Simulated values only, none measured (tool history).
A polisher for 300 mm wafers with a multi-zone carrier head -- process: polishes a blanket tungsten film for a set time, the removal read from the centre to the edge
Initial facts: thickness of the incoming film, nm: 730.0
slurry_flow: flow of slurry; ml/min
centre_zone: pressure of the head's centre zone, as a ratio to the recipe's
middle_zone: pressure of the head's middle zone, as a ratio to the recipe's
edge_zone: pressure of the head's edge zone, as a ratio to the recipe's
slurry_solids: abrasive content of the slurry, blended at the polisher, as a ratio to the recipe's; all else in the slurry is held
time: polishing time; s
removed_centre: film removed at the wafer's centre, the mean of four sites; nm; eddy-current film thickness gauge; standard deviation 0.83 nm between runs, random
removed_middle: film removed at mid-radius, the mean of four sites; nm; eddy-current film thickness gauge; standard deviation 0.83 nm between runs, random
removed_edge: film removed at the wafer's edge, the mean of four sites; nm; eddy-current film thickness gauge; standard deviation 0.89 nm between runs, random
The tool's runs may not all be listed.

{"run": 1, "hour": 0.0, "slurry_flow": 210, "centre_zone": 1, "middle_zone": 1, "edge_zone": 1, "slurry_solids": 1, "time": 42, "removed_centre": 140.06, "removed_middle": 137.61, "removed_edge": 145.52}
{"run": 2, "hour": 7.1, "slurry_flow": 210, "centre_zone": 1, "middle_zone": 1, "edge_zone": 1, "slurry_solids": 0.85, "time": 42, "removed_centre": 129.75, "removed_middle": 132.29, "removed_edge": 137.26}
{"run": 3, "hour": 15.0, "slurry_flow": 210, "centre_zone": 1, "middle_zone": 0.93, "edge_zone": 1, "slurry_solids": 0.85, "time": 42, "removed_centre": 130.57, "removed_middle": 122.94, "removed_edge": 139.26}
{"run": 4, "hour": 17.8, "slurry_flow": 195, "centre_zone": 0.99, "middle_zone": 0.92, "edge_zone": 0.98, "slurry_solids": 0.8, "time": 39, "removed_centre": 118.14, "removed_middle": 107.99, "removed_edge": 121.13}
{"run": 5, "hour": 25.6, "slurry_flow": 195, "centre_zone": 1.07, "middle_zone": 0.92, "edge_zone": 0.98, "slurry_solids": 0.8, "time": 39, "removed_centre": 129.32, "removed_middle": 108.8, "removed_edge": 123.33}
{"run": 6, "hour": 27.5, "slurry_flow": 195, "centre_zone": 1.15, "middle_zone": 0.92, "edge_zone": 0.98, "slurry_solids": 0.8, "time": 39, "removed_centre": 137.33, "removed_middle": 108.14, "removed_edge": 123.69}
{"run": 7, "hour": 29.6, "slurry_flow": 185, "centre_zone": 1.1, "middle_zone": 0.92, "edge_zone": 0.98, "slurry_solids": 0.75, "time": 36, "removed_centre": 116.75, "removed_middle": 100.06, "removed_edge": 111.12}
{"run": 8, "hour": 33.9, "slurry_flow": 180, "centre_zone": 1.08, "middle_zone": 0.91, "edge_zone": 0.98, "slurry_solids": 0.7, "time": 33, "removed_centre": 105, "removed_middle": 86.918, "removed_edge": 101.01}
{"run": 9, "hour": 40.0, "slurry_flow": 175, "centre_zone": 1.05, "middle_zone": 0.92, "edge_zone": 0.97, "slurry_solids": 0.65, "time": 31, "removed_centre": 92.614, "removed_middle": 80.688, "removed_edge": 91.34}
{"run": 10, "hour": 43.8, "slurry_flow": 170, "centre_zone": 1.02, "middle_zone": 0.92, "edge_zone": 0.96, "slurry_solids": 0.65, "time": 30, "removed_centre": 85.754, "removed_middle": 79.147, "removed_edge": 88.574}
{"run": 11, "hour": 51.5, "slurry_flow": 165, "centre_zone": 1, "middle_zone": 0.92, "edge_zone": 0.95, "slurry_solids": 0.65, "time": 29, "removed_centre": 81.989, "removed_middle": 74.681, "removed_edge": 83.242}
{"run": 12, "hour": 56.0, "slurry_flow": 160, "centre_zone": 0.98, "middle_zone": 0.92, "edge_zone": 0.94, "slurry_solids": 0.65, "time": 28, "removed_centre": 77.091, "removed_middle": 72.503, "removed_edge": 77.712}
{"run": 13, "hour": 61.5, "slurry_flow": 160, "centre_zone": 0.96, "middle_zone": 0.91, "edge_zone": 0.94, "slurry_solids": 0.65, "time": 28, "removed_centre": 75.965, "removed_middle": 71.131, "removed_edge": 78.16}

What will run 14 give?
{"run": 14, "hour": 65.6, "slurry_flow": 155, "centre_zone": 0.94, "middle_zone": 0.91, "edge_zone": 0.94, "slurry_solids": 0.65, "time": 28, "removed_centre": "?", "removed_middle": "?", "removed_edge": "?"}

For run 14 the tool returned removed_centre 72.926 nm, removed_middle 71.53 nm, removed_edge 79.826 nm.

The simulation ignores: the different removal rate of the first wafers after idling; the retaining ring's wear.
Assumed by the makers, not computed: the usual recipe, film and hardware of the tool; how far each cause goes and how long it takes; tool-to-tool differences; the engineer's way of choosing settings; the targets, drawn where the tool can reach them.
